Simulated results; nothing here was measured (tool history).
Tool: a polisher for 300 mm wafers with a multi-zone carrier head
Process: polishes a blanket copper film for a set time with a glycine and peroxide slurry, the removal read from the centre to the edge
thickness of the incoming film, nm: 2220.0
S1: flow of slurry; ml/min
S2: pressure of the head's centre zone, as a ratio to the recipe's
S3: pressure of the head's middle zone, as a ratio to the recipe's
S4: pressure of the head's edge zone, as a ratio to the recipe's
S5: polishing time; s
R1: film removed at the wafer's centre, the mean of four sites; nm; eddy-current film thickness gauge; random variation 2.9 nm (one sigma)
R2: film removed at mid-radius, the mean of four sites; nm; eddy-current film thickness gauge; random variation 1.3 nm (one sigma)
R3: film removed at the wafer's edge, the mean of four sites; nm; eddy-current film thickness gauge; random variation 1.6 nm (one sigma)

Run 1, hour 0: S1 315 ml/min, S2 1, S3 1, S4 1, S5 83 s. Result: R1 390.15 nm, R2 379.03 nm, R3 385.15 nm.
Run 2, hour 7.5: S1 315 ml/min, S2 1, S3 0.95, S4 1, S5 83 s. Result: R1 378.1 nm, R2 359.84 nm, R3 383.2 nm.
Run 3, hour 9.4: S1 305 ml/min, S2 1.01, S3 0.92, S4 0.99, S5 74 s. Result: R1 343.47 nm, R2 319.06 nm, R3 335.06 nm.
Run 4, hour 15.3: S1 305 ml/min, S2 1.09, S3 0.92, S4 0.99, S5 74 s. Result: R1 379 nm, R2 318.18 nm, R3 342.79 nm.
Run 5, hour 21.9: S1 240 ml/min, S2 1.09, S3 0.92, S4 0.99, S5 74 s. Result: R1 361.39 nm, R2 312.92 nm, R3 331.51 nm.
Run 6, hour 24: S1 255 ml/min, S2 1.08, S3 0.9, S4 1.01, S5 66 s. Result: R1 320.21 nm, R2 274.1 nm, R3 304.66 nm.
Run 7, hour 31.7: S1 260 ml/min, S2 1.07, S3 0.88, S4 1.01, S5 61 s. Result: R1 294.45 nm, R2 249 nm, R3 275.53 nm.
Run 8, hour 36.7: S1 265 ml/min, S2 1.06, S3 0.87, S4 1.02, S5 58 s. Result: R1 279.91 nm, R2 235.06 nm, R3 267.54 nm.
Run 9, hour 44: S1 270 ml/min, S2 1.05, S3 0.86, S4 1.02, S5 56 s. Result: R1 266.13 nm, R2 225.81 nm, R3 254.6 nm.
Run 10, hour 48.6: S1 275 ml/min, S2 1.04, S3 0.85, S4 1.03, S5 55 s. Result: R1 262.27 nm, R2 221.8 nm, R3 255.72 nm.
Run 11, hour 50.2: S1 270 ml/min, S2 1.03, S3 0.84, S4 1.03, S5 54 s. Result: R1 246.29 nm, R2 215.71 nm, R3 252.65 nm.

Run 12 comes next. What will it give?
Run 12, hour 53: S1 270 ml/min, S2 1.03, S3 0.83, S4 1.03, S5 53 s. Result: R1 ?, R2 ?, R3 ?.

R1: 243.63 nm
R2: 208.72 nm
R3: 242.34 nm
